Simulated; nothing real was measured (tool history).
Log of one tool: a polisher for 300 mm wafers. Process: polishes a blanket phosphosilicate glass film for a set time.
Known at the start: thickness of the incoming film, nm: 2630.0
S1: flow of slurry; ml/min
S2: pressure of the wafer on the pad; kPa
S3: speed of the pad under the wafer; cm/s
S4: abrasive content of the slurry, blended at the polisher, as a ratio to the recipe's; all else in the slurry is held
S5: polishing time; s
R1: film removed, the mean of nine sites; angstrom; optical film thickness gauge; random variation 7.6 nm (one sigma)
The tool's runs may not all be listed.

run    day   S1    S2  S3   S4  S5      R1
  1  0.000  195  25.5  90  1.0  59  5648.4
  2  0.204  230  25.5  90  1.0  59  5679.8
  3  0.321  210  25.5  90  1.0  59  5783.6
  4  0.517  210  23.4  90  1.0  59  5332.6
  5  0.717  210  24.8  90  1.0  59  5580.1
  6  0.854  210  25.5  90  1.0  59  5625.6
  7  0.904  210  26.2  90  1.0  59  5855.7

Forecast run 8:
  8  0.971  210  26.9  90  1.0  59   ?

{"run 8": {"R1": 5948.5}}
